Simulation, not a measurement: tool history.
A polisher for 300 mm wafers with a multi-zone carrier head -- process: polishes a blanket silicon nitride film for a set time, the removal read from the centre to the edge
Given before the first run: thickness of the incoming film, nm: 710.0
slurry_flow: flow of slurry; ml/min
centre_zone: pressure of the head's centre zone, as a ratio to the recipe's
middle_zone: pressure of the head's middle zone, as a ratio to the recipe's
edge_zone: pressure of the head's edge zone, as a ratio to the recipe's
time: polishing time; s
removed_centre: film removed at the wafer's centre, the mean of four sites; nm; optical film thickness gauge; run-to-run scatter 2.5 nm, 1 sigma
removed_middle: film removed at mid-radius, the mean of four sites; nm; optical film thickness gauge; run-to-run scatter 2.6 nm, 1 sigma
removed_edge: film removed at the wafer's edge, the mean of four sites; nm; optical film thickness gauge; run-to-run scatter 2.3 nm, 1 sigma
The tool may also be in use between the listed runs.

run	hour	slurry_flow	centre_zone	middle_zone	edge_zone	time	removed_centre	removed_middle	removed_edge
1	0.0	230	1.00	1.00	1.00	83	197.27	198.11	201.80
2	7.3	180	1.00	1.00	1.00	83	188.47	193.23	199.77
3	15.2	195	1.01	1.04	1.01	86	201.90	209.94	206.26
4	18.6	195	1.01	1.01	1.01	86	201.89	203.47	204.34
5	25.6	205	1.01	1.04	1.02	89	213.12	213.29	218.80
6	29.8	205	1.01	1.04	1.02	109	255.78	263.84	267.47

Estimate the outcome of run 7 from the log above:
7	37.0	205	1.01	1.06	1.00	109	?	?	?

removed_centre: 254.12 nm
removed_middle: 265.19 nm
removed_edge: 259.95 nm
